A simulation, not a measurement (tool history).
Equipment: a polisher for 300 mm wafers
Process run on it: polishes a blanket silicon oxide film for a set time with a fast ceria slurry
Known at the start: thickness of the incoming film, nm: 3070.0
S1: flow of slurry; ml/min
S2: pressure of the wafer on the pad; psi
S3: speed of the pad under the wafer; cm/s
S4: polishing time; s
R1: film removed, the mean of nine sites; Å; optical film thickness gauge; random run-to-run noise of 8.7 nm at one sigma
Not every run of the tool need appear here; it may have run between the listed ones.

run 1 day=0 | S1=220 S2=2.1 S3=124 S4=66 | R1=9709.4
run 2 day=0.071 | S1=220 S2=1.9 S3=122 S4=66 | R1=8751.2
run 3 day=0.183 | S1=220 S2=1.7 S3=120 S4=66 | R1=8025.2
run 4 day=0.296 | S1=220 S2=1.7 S3=120 S4=69 | R1=8323.4
run 5 day=0.525 | S1=180 S2=1.7 S3=120 S4=69 | R1=8113.6
run 6 day=0.6 | S1=180 S2=1.7 S3=120 S4=69 | R1=8299.3
run 7 day=0.95 | S1=180 S2=1.7 S3=120 S4=69 | R1=8297.5

What does the tool deliver on the next run?
run 8 day=1.279 | S1=180 S2=1.5 S3=118 S4=69 | R1=?

R1: 7241 Å

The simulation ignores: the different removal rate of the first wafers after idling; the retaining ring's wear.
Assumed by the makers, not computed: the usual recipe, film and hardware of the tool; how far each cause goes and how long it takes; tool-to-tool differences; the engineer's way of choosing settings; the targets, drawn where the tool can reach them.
